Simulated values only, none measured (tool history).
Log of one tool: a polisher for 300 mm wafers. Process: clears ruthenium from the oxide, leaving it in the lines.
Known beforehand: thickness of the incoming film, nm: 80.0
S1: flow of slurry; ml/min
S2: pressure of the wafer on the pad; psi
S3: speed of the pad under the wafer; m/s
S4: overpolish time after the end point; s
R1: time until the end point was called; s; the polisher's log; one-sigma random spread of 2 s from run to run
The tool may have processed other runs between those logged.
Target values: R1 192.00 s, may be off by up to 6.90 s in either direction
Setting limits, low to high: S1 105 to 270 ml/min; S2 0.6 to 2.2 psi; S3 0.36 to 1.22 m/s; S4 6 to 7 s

run  hour   S1   S2    S3  S4      R1
  1   0.0  175  1.4  0.78   7  115.16
  2   5.2  175  1.4  0.88   7  102.24
  3   6.9  175  1.4  0.88   6  101.83
  4  13.7  195  1.4  0.88   6  101.89
  5  22.5  195  1.4  0.88   6  102.12
  6  25.1  175  1.4  0.88   6  102.08
  7  28.9  175  1.1  0.86   6  130.87
  8  36.4  175  0.9  0.86   6  161.79
  9  39.7  175  0.8  0.86   6  177.69
 10  46.7  175  0.7  0.86   6  205.96
 11  55.2  175  0.7  0.86   6  199.81
 12  59.3  180  0.8  0.86   6  178.80
 13  62.3  180  0.7  0.86   6  201.99
 14  64.7  180  0.8  0.86   6  175.64

Which one of the following 5 next-run settings gets every result inside its allowed miss? There is exactly one.
  A  67.1  160  0.9  0.66   7   ?
  B  67.1  200  0.8  0.78   7   ?
  C  67.1  120  1.2  0.62   7   ?
  D  67.1  210  0.7  0.82   6   ?
  E  67.1  160  0.8  0.74   6   ?

move      R1
   A  207.82
   B  193.43
   C  172.65
   D  208.08
   E  208.12
A: takes the result that was furthest off past its target
B: every result within its allowed miss
C: further off than the last run
D: takes the result that was furthest off past its target
E: takes the result that was furthest off past its target
Answer: B
